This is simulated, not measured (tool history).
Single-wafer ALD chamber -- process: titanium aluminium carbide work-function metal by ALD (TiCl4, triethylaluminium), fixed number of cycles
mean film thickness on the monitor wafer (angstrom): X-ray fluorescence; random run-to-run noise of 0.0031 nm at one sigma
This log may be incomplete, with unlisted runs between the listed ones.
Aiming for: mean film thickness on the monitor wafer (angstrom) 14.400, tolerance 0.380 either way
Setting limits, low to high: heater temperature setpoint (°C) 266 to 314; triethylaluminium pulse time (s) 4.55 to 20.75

run  hour  heater temperature setpoint (°C)  triethylaluminium pulse time (s)  mean film thickness on the monitor wafer (angstrom)
  1   0.0                               290                             12.65                                               16.668
  2   2.3                               290                             14.69                                               16.810
  3  11.2                               290                             17.12                                               16.843
  4  12.5                               282                             12.89                                               16.001
  5  21.2                               282                              9.87                                               15.654
  6  27.3                               282                             12.14                                               15.955
  7  36.0                               277                             10.55                                               15.327
  8  41.2                               274                             10.13                                               15.061

Which one of the following 4 next-run settings gets every result inside its allowed miss? There is exactly one.
  A  46.4                               284                              8.20                                                    ?
  B  46.4                               266                              7.18                                                    ?
  C  46.4                               273                              8.01                                                    ?
  D  46.4                               266                              6.48                                                    ?

move  mean film thickness on the monitor wafer (angstrom)
   A                                               15.399
   B                                               13.633
   C                                               14.460
   D                                               13.337
A: lands further from the targets than the last run did
B: pushes the last run's worst result past its target
C: in spec on every target
D: pushes the last run's worst result past its target
The right move is C.

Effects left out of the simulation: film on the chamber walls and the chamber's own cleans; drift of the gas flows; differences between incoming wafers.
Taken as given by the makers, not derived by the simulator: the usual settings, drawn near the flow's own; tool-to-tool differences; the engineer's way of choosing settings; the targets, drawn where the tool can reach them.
